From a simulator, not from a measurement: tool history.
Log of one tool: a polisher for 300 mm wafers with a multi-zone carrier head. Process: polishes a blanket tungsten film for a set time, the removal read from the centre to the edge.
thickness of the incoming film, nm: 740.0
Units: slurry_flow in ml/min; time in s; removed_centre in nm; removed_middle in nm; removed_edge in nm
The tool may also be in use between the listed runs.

| run | hour | slurry_flow | centre_zone | middle_zone | edge_zone | slurry_solids | time | removed_centre | removed_middle | removed_edge |
|---|---|---|---|---|---|---|---|---|---|---|
| 1 | 0 | 215 | 1 | 1 | 1 | 1 | 67 | 286.28 | 276.38 | 274 |
| 2 | 1.6 | 215 | 1 | 1 | 1.06 | 1 | 67 | 277.49 | 278.18 | 283.92 |
| 3 | 6.9 | 180 | 1 | 1 | 1.06 | 1 | 67 | 275.13 | 272.96 | 274.82 |
| 4 | 13.7 | 180 | 1 | 1 | 1.06 | 0.8 | 67 | 265.7 | 263.28 | 270.43 |
| 5 | 17.3 | 180 | 1 | 0.96 | 1.06 | 0.8 | 67 | 265.84 | 257.99 | 267.55 |
| 6 | 18.4 | 175 | 1 | 0.96 | 1.05 | 0.8 | 67 | 269.4 | 253.06 | 267.36 |
| 7 | 24.6 | 175 | 1 | 0.97 | 1.04 | 0.8 | 67 | 265.14 | 252.12 | 267.41 |
| 8 | 27 | 175 | 1 | 0.98 | 1.03 | 0.8 | 67 | 258.95 | 251.15 | 272.62 |

Run 9 comes next. What will it give?
| 9 | 28.2 | 180 | 1 | 0.98 | 1.04 | 0.8 | 66 | ? | ? | ? |

Run 9 gave removed_centre 258.03 nm, removed_middle 255.81 nm, removed_edge 266 nm.

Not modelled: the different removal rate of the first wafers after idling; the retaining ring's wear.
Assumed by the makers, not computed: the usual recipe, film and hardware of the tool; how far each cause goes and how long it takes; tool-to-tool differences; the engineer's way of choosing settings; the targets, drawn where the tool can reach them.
